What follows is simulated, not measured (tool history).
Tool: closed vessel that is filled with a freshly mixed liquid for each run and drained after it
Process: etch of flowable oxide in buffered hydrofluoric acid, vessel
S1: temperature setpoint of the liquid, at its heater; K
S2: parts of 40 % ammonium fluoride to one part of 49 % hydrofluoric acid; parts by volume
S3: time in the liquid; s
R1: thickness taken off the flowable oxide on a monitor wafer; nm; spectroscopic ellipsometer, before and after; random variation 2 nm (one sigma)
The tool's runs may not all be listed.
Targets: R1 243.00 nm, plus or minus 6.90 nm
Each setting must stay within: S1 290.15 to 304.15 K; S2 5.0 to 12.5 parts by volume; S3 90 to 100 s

run  hour      S1   S2   S3      R1
  1   0.0  296.15  7.5   90  283.17
  2   8.1  296.15  7.5   90  284.84
  3   9.5  295.65  7.5   90  277.62
  4  18.3  295.65  7.5  100  304.76
  5  21.6  295.15  7.5  100  299.38
  6  24.5  294.65  7.5  100  294.45
  7  32.8  294.15  7.5  100  282.14
  8  35.4  293.65  7.5  100  275.27
  9  38.0  293.15  7.5  100  268.67
 10  42.9  292.15  7.5  100  253.81

Consider the 4 candidate settings below. Which is the only one whose results all fall within their allowed miss of target?
  A  47.8  293.15  7.0   95   ?
  B  47.8  291.65  7.5  100   ?
  C  47.8  291.65  7.0  100   ?
  D  47.8  294.15  7.5   90   ?

move      R1
   A  275.35
   B  247.28
   C  266.41
   D  256.01
A: moves away from the targets compared with the last run
B: meets every target
C: moves away from the targets compared with the last run
D: moves away from the targets compared with the last run
Go with B: it meets all targets.
